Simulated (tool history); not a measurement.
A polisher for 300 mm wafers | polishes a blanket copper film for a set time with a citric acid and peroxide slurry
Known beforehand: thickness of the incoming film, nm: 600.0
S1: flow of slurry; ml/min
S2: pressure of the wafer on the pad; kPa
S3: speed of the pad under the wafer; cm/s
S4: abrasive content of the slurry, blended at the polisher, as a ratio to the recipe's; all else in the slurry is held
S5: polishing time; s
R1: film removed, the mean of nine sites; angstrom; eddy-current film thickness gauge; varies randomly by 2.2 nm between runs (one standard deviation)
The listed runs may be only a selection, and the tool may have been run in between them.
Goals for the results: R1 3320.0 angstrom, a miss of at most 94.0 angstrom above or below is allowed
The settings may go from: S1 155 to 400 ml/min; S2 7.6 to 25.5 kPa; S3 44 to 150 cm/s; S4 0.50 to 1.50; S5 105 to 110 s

run  hour   S1    S2   S3    S4   S5      R1
  1   0.0  255  16.5   96  1.00  105  2023.0
  2   9.0  255  17.9   96  1.00  105  2162.6
  3  10.2  255  17.9   72  1.00  105  1723.2
  4  18.5  255  19.3   76  1.00  105  1954.4
  5  25.7  255  20.0   78  1.00  105  2010.1
  6  29.3  280  20.0   78  1.00  105  2068.9
  7  37.3  285  20.7   80  1.00  105  2127.1
  8  37.8  285  21.4   84  1.00  105  2322.1
  9  40.1  285  22.1   86  1.00  105  2412.4
 10  44.5  285  22.8   88  1.00  105  2494.4
 11  46.3  285  22.8   88  1.00  105  2520.6
 12  49.6  285  23.4   90  1.00  105  2682.4
 13  54.0  285  23.4   92  1.00  105  2683.9
 14  62.2  285  23.4   94  1.00  105  2720.8
 15  63.3  285  23.4   96  1.00  105  2782.1
 16  66.3  285  23.4   98  1.00  105  2812.9
 17  69.7  295  25.5  102  1.00  105  3141.2
 18  71.0  295  25.5  104  1.00  105  3201.4

Exercise: of the 4 proposed moves below, exactly one satisfies all targets within the stated allowed misses. Which move is it?
  A  72.3  300  24.1  100  0.95  108   ?
  B  72.3  270  24.8  112  1.00  106   ?
  C  72.3  310  24.1  100  0.95  105   ?
  D  72.3  230  23.4  108  1.10  106   ?

move      R1
   A  3019.7
   B  3336.3
   C  2944.9
   D  3082.6
A: its largest miss is bigger than the last run's
B: meets every target
C: its largest miss is bigger than the last run's
D: its largest miss is bigger than the last run's
Go with B: it meets all targets.
